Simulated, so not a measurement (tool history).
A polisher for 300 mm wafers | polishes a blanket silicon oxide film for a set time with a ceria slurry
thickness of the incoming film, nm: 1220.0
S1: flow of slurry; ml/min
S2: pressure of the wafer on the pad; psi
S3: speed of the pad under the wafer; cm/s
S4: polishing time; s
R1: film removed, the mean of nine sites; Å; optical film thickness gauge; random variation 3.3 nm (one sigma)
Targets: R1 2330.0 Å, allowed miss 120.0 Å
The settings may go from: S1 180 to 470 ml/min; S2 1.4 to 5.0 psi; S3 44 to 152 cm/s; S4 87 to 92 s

run 1 hour=0.0 | S1=300 S2=3.2 S3=98 S4=87 | R1=3856.4
run 2 hour=4.5 | S1=300 S2=2.7 S3=96 S4=87 | R1=3277.0
run 3 hour=12.2 | S1=300 S2=3.0 S3=96 S4=87 | R1=3651.8
run 4 hour=16.7 | S1=300 S2=2.6 S3=94 S4=87 | R1=3045.5
run 5 hour=23.5 | S1=300 S2=2.4 S3=94 S4=87 | R1=2913.3
run 6 hour=26.5 | S1=340 S2=2.4 S3=94 S4=87 | R1=2911.3
run 7 hour=35.1 | S1=340 S2=2.2 S3=94 S4=87 | R1=2639.3
run 8 hour=42.6 | S1=340 S2=2.1 S3=94 S4=87 | R1=2565.0

4 next moves are on the table. One of them brings every result within its allowed miss. Which?
run A hour=50.1 | S1=290 S2=1.9 S3=88 S4=87 | R1=?
run B hour=50.1 | S1=220 S2=2.0 S3=96 S4=87 | R1=?
run C hour=50.1 | S1=345 S2=2.4 S3=86 S4=89 | R1=?
run D hour=50.1 | S1=345 S2=1.8 S3=84 S4=88 | R1=?

move=A R1=2153.9
move=B R1=2354.3
move=C R1=2745.7
move=D R1=2024.4
A: takes the result that was furthest off past its target
B: meets every target
C: further off than the last run
D: takes the result that was furthest off past its target
Answer: B
